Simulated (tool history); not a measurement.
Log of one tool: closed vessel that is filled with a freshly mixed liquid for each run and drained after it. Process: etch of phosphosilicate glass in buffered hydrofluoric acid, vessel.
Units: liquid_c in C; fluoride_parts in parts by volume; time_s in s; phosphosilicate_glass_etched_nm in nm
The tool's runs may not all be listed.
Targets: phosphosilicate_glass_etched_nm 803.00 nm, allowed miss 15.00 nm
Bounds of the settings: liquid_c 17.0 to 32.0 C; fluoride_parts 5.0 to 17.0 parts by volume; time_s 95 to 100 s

run	hour	liquid_c	fluoride_parts	time_s	phosphosilicate_glass_etched_nm
1	0.0	25.0	10.5	95	846.96
2	4.5	25.0	13.5	95	662.26
3	8.8	25.0	13.5	100	691.65
4	15.7	22.5	13.5	100	610.45
5	20.3	24.0	13.5	100	655.98
6	29.2	24.0	10.5	100	841.96
# hour 36.7: thermometer replaced
7	36.7	23.0	10.5	100	841.51
8	45.1	22.5	10.5	100	824.10

Which of these 5 next moves meets every target?
A	53.5	23.5	11.5	95	?
B	53.5	23.0	11.0	100	?
C	53.5	20.5	10.0	100	?
D	53.5	23.0	11.0	95	?
E	53.5	19.0	9.0	100	?

move	phosphosilicate_glass_etched_nm
A	752.78
B	805.16
C	769.32
D	764.90
E	755.78
A: takes the result that was furthest off past its target
B: meets every target
C: takes the result that was furthest off past its target
D: takes the result that was furthest off past its target
E: takes the result that was furthest off past its target
Move B is the one to make.
